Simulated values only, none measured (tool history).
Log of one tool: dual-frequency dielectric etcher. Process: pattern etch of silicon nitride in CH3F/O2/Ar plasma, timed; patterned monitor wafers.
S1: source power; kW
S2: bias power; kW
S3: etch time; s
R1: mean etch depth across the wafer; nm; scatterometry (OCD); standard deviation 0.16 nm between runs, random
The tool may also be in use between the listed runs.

run	hour	S1	S2	S3	R1
1	0	0.49	0.054	38.5	25.108
2	8.2	0.58	0.054	38.5	26.738
3	13.7	0.58	0.062	38.5	28.059
4	17.4	0.55	0.061	38.5	27.29
5	25.7	0.55	0.061	38.5	27.122
6	33.1	0.55	0.07	38.5	28.536
7	37.4	0.45	0.059	37.5	24.579
8	43	0.44	0.059	37.5	24.116
9	47.7	0.43	0.059	37.5	24.311

What does the tool deliver on the next run?
10	50	0.42	0.059	37.5	?

Logged for run 10: R1 23.95 nm.

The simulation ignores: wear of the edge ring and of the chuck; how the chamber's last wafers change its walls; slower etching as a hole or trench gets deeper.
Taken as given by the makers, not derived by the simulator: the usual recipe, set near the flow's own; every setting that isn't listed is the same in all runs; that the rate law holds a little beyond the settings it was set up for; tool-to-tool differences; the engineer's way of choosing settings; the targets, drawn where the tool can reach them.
